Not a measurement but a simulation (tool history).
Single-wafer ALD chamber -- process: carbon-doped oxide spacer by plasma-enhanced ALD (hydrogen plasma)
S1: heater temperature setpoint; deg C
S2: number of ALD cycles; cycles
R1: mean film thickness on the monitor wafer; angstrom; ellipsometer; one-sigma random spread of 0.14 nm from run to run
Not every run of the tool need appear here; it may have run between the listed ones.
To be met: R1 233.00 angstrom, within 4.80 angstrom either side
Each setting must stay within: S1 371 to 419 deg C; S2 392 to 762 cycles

| run | hour | S1 | S2 | R1 |
|---|---|---|---|---|
| 1 | 0.0 | 395 | 577 | 289.63 |
| 2 | 3.7 | 395 | 559 | 277.57 |
| 3 | 6.8 | 395 | 480 | 238.39 |
| 4 | 12.3 | 395 | 419 | 209.61 |
| 5 | 16.7 | 399 | 419 | 208.85 |
| 6 | 23.1 | 399 | 427 | 215.36 |
| 7 | 25.2 | 399 | 433 | 217.97 |
| 8 | 29.4 | 399 | 438 | 220.32 |
| 9 | 30.7 | 399 | 442 | 220.48 |
|  | 39.4 | thermocouple changed; heater temperature recalibrated |
| 10 | 39.4 | 399 | 446 | 222.29 |
| 11 | 47.3 | 399 | 449 | 225.63 |
| 12 | 48.6 | 399 | 451 | 225.40 |
| 13 | 49.8 | 399 | 453 | 227.82 |
| 14 | 55.5 | 399 | 454 | 227.33 |

5 next moves are on the table. One of them brings every result within its allowed miss. Which?
| A | 61.2 | 396 | 445 | ? |
| B | 61.2 | 393 | 429 | ? |
| C | 61.2 | 401 | 445 | ? |
| D | 61.2 | 397 | 422 | ? |
| E | 61.2 | 400 | 465 | ? |

| move | R1 |
|---|---|
| A | 222.81 |
| B | 214.80 |
| C | 221.71 |
| D | 211.30 |
| E | 232.45 |
A: the biggest miss grows against the last run
B: the biggest miss grows against the last run
C: the biggest miss grows against the last run
D: the biggest miss grows against the last run
E: every result within its allowed miss
The right move is E.
